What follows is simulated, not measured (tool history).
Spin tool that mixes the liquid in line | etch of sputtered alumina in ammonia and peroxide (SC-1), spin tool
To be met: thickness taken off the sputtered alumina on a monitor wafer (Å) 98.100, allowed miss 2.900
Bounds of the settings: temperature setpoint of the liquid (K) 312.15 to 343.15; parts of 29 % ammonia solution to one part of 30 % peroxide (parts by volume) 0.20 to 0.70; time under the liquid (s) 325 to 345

| run | day | temperature setpoint of the liquid (K) | parts of 29 % ammonia solution to one part of 30 % peroxide (parts by volume) | time under the liquid (s) | thickness taken off the sputtered alumina on a monitor wafer (Å) |
|---|---|---|---|---|---|
| 1 | 0.000 | 328.15 | 0.40 | 325 | 139.580 |
| 2 | 0.379 | 326.65 | 0.40 | 325 | 131.060 |
| 3 | 0.538 | 325.15 | 0.40 | 325 | 119.790 |
| 4 | 0.646 | 324.15 | 0.40 | 325 | 113.560 |
| 5 | 0.958 | 323.65 | 0.40 | 325 | 111.640 |
| 6 | 1.096 | 323.15 | 0.40 | 325 | 105.900 |
| 7 | 1.300 | 322.65 | 0.40 | 325 | 106.050 |
| 8 | 1.362 | 320.65 | 0.40 | 325 | 94.185 |

4 next moves are on the table. One of them brings every result within its allowed miss. Which?
| A | 1.425 | 321.15 | 0.45 | 325 | ? |
| B | 1.425 | 318.65 | 0.50 | 345 | ? |
| C | 1.425 | 319.15 | 0.40 | 340 | ? |
| D | 1.425 | 319.65 | 0.30 | 345 | ? |

| move | thickness taken off the sputtered alumina on a monitor wafer (Å) |
|---|---|
| A | 97.766 |
| B | 91.070 |
| C | 90.386 |
| D | 91.788 |
A: meets every target
B: further off than the last run
C: further off than the last run
D: further off than the last run
Answer: A
